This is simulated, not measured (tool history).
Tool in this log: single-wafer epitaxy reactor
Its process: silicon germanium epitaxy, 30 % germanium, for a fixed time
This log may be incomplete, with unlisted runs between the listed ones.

run,hour,wafer temperature setpoint (pyrometer-controlled) (deg C),chamber pressure (mTorr),mean film thickness on the monitor wafer (angstrom)
1,0,615,25400,846.41
2,0.8,625,25400,987.75
3,6.5,625,28800,1021.6
4,8.6,625,32400,1071.5
5,9.2,618,31900,955.5
6,14.2,618,35400,991.97
7,15.4,612,35000,899.11
8,19.9,600,33800,737.35

What does the tool deliver on the next run?
9,27,598,33700,?

For run 9 the tool returned mean film thickness on the monitor wafer (angstrom) 708.14.

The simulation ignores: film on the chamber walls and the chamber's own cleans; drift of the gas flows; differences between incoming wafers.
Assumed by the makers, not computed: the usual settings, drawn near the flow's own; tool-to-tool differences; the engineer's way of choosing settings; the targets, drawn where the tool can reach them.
